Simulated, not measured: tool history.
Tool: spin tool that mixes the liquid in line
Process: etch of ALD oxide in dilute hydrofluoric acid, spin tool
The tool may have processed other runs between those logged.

run	hour	temperature setpoint of the liquid (C)	parts of water to one part of 49 % hydrofluoric acid (parts by volume)	time under the liquid (s)	thickness taken off the ALD oxide on a monitor wafer (nm)
1	0	22	240	275	27.37
2	4.2	22	280	275	22.403
3	11.5	24	255	275	27.343
4	13.8	24	340	275	18.79
5	21	21.5	340	275	17.309
6	29	25	340	275	19.497
7	36.9	26	300	275	23.721
8	42.4	27	265	275	28.761
9	50.5	27.5	240	275	33.34
10	58.3	28	225	275	36.717
11	65.6	28.5	215	275	39.458
12	68.3	29	205	275	42.967

Run 13 comes next. What will it give?
13	74.5	29	200	275	?

Logged for run 13: thickness taken off the ALD oxide on a monitor wafer (nm) 43.974.
